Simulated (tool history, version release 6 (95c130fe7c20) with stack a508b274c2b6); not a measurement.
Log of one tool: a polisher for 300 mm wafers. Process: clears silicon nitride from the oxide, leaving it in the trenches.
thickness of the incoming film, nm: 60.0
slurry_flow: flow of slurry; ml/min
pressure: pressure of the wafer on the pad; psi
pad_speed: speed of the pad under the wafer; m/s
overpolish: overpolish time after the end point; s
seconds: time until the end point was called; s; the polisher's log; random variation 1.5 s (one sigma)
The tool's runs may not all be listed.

run    day  slurry_flow  pressure  pad_speed  overpolish  seconds
  1  0.000          170       2.0       0.76          21   140.50
  2  0.325          170       1.5       0.76          21   172.33
  3  0.675          170       1.9       0.78          21   143.09
  4  0.858          150       1.9       0.78          21   142.79
  5  1.021          150       1.9       0.78          21   146.70
  6  1.154          150       1.9       0.62          21   181.22

Forecast run 7:
  7  1.267          150       1.9       0.62          21        ?

seconds: 184.11 s
